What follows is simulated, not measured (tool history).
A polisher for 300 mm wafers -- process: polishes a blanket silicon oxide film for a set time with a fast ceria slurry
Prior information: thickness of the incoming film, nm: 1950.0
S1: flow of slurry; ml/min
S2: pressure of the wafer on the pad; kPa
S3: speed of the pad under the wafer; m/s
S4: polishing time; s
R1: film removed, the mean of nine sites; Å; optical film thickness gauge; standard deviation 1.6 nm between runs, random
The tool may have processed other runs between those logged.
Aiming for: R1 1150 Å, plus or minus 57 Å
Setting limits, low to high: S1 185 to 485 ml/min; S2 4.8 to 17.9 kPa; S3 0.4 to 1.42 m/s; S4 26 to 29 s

run 1 hour=0 | S1=310 S2=11 S3=0.9 S4=29 | R1=2199.6
run 2 hour=7 | S1=310 S2=9 S3=0.86 S4=29 | R1=1796
run 3 hour=12.2 | S1=310 S2=9 S3=0.86 S4=26 | R1=1597.9
run 4 hour=19.3 | S1=310 S2=9 S3=0.98 S4=26 | R1=1768.2
run 5 hour=20.2 | S1=310 S2=9 S3=0.98 S4=26 | R1=1801.3
run 6 hour=26.6 | S1=310 S2=7.6 S3=0.96 S4=26 | R1=1586.4
run 7 hour=35 | S1=310 S2=6.9 S3=0.92 S4=26 | R1=1453
run 8 hour=38 | S1=310 S2=4.8 S3=0.84 S4=26 | R1=1037.1

Which one of the following 5 next-run settings gets every result inside its allowed miss? There is exactly one.
run A hour=41 | S1=325 S2=4.8 S3=0.8 S4=27 | R1=?
run B hour=41 | S1=310 S2=4.8 S3=0.78 S4=26 | R1=?
run C hour=41 | S1=405 S2=5.5 S3=0.68 S4=27 | R1=?
run D hour=41 | S1=345 S2=4.8 S3=0.78 S4=26 | R1=?
run E hour=41 | S1=350 S2=5.5 S3=0.76 S4=29 | R1=?

move=A R1=1077.5
move=B R1=1008.1
move=C R1=1011.8
move=D R1=1017.9
move=E R1=1196
A: closer than the last run, but not yet in spec
B: moves away from the targets compared with the last run
C: moves away from the targets compared with the last run
D: moves away from the targets compared with the last run
E: in spec on every target
Go with E: it meets all targets.

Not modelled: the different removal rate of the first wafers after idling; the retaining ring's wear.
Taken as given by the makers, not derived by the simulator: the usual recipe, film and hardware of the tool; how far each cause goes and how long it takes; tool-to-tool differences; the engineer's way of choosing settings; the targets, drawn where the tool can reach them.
